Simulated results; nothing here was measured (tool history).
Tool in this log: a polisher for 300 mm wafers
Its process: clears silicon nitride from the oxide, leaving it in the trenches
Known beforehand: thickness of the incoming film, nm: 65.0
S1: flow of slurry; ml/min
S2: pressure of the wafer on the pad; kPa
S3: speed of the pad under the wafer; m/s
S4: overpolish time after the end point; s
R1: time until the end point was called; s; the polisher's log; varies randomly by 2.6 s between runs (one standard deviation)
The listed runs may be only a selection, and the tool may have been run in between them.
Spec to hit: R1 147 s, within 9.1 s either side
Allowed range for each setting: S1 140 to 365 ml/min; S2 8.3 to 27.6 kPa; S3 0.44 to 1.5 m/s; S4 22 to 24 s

| run | hour | S1 | S2 | S3 | S4 | R1 |
|---|---|---|---|---|---|---|
| 1 | 0 | 235 | 17.9 | 0.96 | 22 | 94.581 |
| 2 | 7.1 | 235 | 17.9 | 0.96 | 24 | 95.37 |
| 3 | 11.1 | 235 | 17.9 | 0.78 | 24 | 109.18 |
| 4 | 19.3 | 235 | 16.5 | 0.76 | 24 | 127.22 |
| 5 | 21.2 | 235 | 16.5 | 0.92 | 24 | 102.5 |
| 6 | 24.7 | 235 | 14.5 | 0.9 | 24 | 127.17 |
| 7 | 29.5 | 235 | 14.5 | 0.9 | 24 | 121.44 |
| 8 | 36.5 | 235 | 13.8 | 0.9 | 24 | 129.63 |
| 9 | 40.2 | 235 | 13.1 | 0.9 | 24 | 133.49 |

4 next moves are on the table. One of them brings every result within its allowed miss. Which?
| A | 43.9 | 250 | 17.2 | 0.78 | 22 | ? |
| B | 43.9 | 235 | 12.4 | 1.12 | 22 | ? |
| C | 43.9 | 255 | 16.5 | 0.78 | 24 | ? |
| D | 43.9 | 210 | 12.4 | 0.9 | 24 | ? |

| move | R1 |
|---|---|
| A | 117.89 |
| B | 119.45 |
| C | 122.41 |
| D | 146.02 |
A: lands further from the targets than the last run did
B: lands further from the targets than the last run did
C: lands further from the targets than the last run did
D: every result lands within tolerance
So the answer is move D, the one that meets all the targets.

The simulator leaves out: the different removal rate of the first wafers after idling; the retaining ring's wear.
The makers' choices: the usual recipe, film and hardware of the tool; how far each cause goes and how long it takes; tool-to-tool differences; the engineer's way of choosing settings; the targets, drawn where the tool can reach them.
